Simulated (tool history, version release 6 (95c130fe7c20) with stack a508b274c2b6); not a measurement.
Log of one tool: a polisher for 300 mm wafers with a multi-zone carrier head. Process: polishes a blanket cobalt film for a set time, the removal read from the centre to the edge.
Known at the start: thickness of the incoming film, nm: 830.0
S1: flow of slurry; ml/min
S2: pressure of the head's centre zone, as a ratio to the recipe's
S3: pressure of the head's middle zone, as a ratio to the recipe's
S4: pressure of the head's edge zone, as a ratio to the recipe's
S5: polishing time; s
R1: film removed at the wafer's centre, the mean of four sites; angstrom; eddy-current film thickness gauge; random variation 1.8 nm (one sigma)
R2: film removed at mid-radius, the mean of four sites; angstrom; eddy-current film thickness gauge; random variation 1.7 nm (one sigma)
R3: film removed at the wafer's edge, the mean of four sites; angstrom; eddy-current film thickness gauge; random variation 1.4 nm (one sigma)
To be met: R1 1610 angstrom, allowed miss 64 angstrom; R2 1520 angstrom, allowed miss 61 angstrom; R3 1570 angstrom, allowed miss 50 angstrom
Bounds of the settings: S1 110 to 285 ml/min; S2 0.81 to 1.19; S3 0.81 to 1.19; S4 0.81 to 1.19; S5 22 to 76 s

run  hour   S1    S2    S3    S4  S5      R1      R2      R3
  1     0  180     1     1     1  49  2372.3  2320.9  2287.1
  2   1.2  175  0.99  0.98  0.98  47  2237.5  2132.1  2162.9
  3   9.1  175  0.99  0.98  0.98  39  1841.3  1808.1  1804.7
  4  11.1  170  0.98  0.97  0.96  39  1807.1  1781.1  1792.8
  5  18.7  170  0.98  0.97  0.89  39  1840.3  1754.8  1713.1
  6  21.8  170  0.93  0.97  0.89  39  1722.4  1807.2  1702.8
  7  25.2  165  0.93  0.95  0.88  39  1747.6  1737.3  1694.7
  8  28.9  160  0.92  0.94  0.87  39  1699.8  1694.9  1678.1
  9  35.4  155  0.92  0.93  0.86  39  1682.6  1675.6  1690.6
 10  43.4  155  0.92  0.93  0.85  39  1730.2  1699.1  1655.2
 11  49.8  150  0.91  0.92  0.85  39  1658.2  1661.4  1654.9
 12  54.1  145  0.91  0.91  0.84  39  1648.1  1648.6  1658.1

Which of these 4 next moves meets every target?
  A  58.4  110  0.91  0.81  0.96  41   ?   ?   ?
  B  58.4  180  0.88  1.03  0.84  39   ?   ?   ?
  C  58.4  175  1.04  0.87  0.88  36   ?   ?   ?
  D  58.4  150  0.92  0.86  0.82  37   ?   ?   ?

move      R1      R2      R3
   A  1645.8  1509.7  1774.8
   B  1674.7  1871.4  1686.9
   C    1819  1516.8  1588.2
   D  1606.9  1509.3  1553.7
A: brings the result that was furthest off to its target, and leaves another outside
B: further off than the last run
C: brings the result that was furthest off to its target, and leaves another outside
D: meets every target
Answer: D
